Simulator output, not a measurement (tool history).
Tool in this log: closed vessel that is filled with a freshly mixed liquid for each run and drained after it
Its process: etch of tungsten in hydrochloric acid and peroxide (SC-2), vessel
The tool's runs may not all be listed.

run	hour	temperature setpoint of the liquid (C)	parts of water to one part each of 37 % hydrochloric acid and 30 % peroxide (parts by volume)	time in the liquid (s)	thickness taken off the tungsten on a monitor wafer (nm)
1	0.0	52.0	9.0	95	19.259
2	6.1	53.5	9.0	95	21.403
3	9.2	53.5	6.5	95	27.580
4	13.1	50.0	6.5	95	21.965
5	14.9	54.5	6.5	95	29.587
6	22.1	54.5	6.5	95	29.544
7	24.5	53.5	6.5	95	27.497

Forecast run 8:
8	31.0	53.5	6.5	95	?

{"run 8": {"thickness taken off the tungsten on a monitor wafer (nm)": 27.792}}
